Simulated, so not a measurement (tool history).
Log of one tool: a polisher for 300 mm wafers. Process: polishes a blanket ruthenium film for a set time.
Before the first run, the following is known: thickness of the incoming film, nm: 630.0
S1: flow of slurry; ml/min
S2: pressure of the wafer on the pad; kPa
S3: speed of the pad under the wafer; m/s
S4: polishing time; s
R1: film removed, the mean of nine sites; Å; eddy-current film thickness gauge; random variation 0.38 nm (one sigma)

{"run": 1, "hour": 0.0, "S1": 310, "S2": 9, "S3": 1.2, "S4": 35, "R1": 344.17}
{"run": 2, "hour": 7.7, "S1": 345, "S2": 9, "S3": 1.2, "S4": 35, "R1": 339.11}
{"run": 3, "hour": 11.2, "S1": 300, "S2": 9, "S3": 1.2, "S4": 35, "R1": 331.87}
{"run": 4, "hour": 14.5, "S1": 300, "S2": 9, "S3": 1.42, "S4": 35, "R1": 397.48}
{"run": 5, "hour": 17.8, "S1": 300, "S2": 9, "S3": 1.42, "S4": 32, "R1": 359.31}
{"run": 6, "hour": 19.4, "S1": 300, "S2": 8.3, "S3": 1.42, "S4": 32, "R1": 327.73}
{"run": 7, "hour": 25.1, "S1": 300, "S2": 8.3, "S3": 1.42, "S4": 32, "R1": 338.99}

Run 8 comes next. What will it give?
{"run": 8, "hour": 33.4, "S1": 300, "S2": 7.6, "S3": 1.42, "S4": 32, "R1": "?"}

R1: 316.49 Å
